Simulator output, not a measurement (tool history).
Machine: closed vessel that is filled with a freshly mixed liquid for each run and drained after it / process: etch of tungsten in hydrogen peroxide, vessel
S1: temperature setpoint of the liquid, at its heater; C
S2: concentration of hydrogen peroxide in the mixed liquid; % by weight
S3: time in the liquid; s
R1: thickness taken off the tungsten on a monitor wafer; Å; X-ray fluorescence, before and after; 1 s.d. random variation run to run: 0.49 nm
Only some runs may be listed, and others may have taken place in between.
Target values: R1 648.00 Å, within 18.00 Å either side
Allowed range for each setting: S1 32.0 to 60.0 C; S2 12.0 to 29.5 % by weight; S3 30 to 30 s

run 1 hour=0.0 | S1=44.0 S2=20.0 S3=30 | R1=448.69
run 2 hour=1.8 | S1=45.5 S2=20.0 S3=30 | R1=481.85
run 3 hour=7.5 | S1=52.0 S2=20.0 S3=30 | R1=722.17
run 4 hour=9.9 | S1=51.5 S2=20.0 S3=30 | R1=703.18
run 5 hour=13.7 | S1=51.0 S2=20.0 S3=30 | R1=684.82
run 6 hour=20.4 | S1=57.5 S2=20.0 S3=30 | R1=1005.30
run 7 hour=27.2 | S1=55.5 S2=20.0 S3=30 | R1=888.08
run 8 hour=28.9 | S1=54.0 S2=20.0 S3=30 | R1=805.46
run 9 hour=33.9 | S1=53.0 S2=20.0 S3=30 | R1=768.25
run 10 hour=42.9 | S1=52.0 S2=20.0 S3=30 | R1=721.91
run 11 hour=47.4 | S1=51.5 S2=20.0 S3=30 | R1=701.37
run 12 hour=53.4 | S1=51.0 S2=20.0 S3=30 | R1=667.58

Which of these 4 next moves meets every target?
run A hour=59.4 | S1=51.5 S2=20.5 S3=30 | R1=?
run B hour=59.4 | S1=52.0 S2=18.0 S3=30 | R1=?
run C hour=59.4 | S1=49.5 S2=19.5 S3=30 | R1=?
run D hour=59.4 | S1=50.0 S2=21.0 S3=30 | R1=?

move=A R1=711.43
move=B R1=687.10
move=C R1=614.25
move=D R1=657.25
A: misses by more than the last run did
B: misses by more than the last run did
C: takes the result that was furthest off past its target
D: all results in spec
Move D is the one to make.

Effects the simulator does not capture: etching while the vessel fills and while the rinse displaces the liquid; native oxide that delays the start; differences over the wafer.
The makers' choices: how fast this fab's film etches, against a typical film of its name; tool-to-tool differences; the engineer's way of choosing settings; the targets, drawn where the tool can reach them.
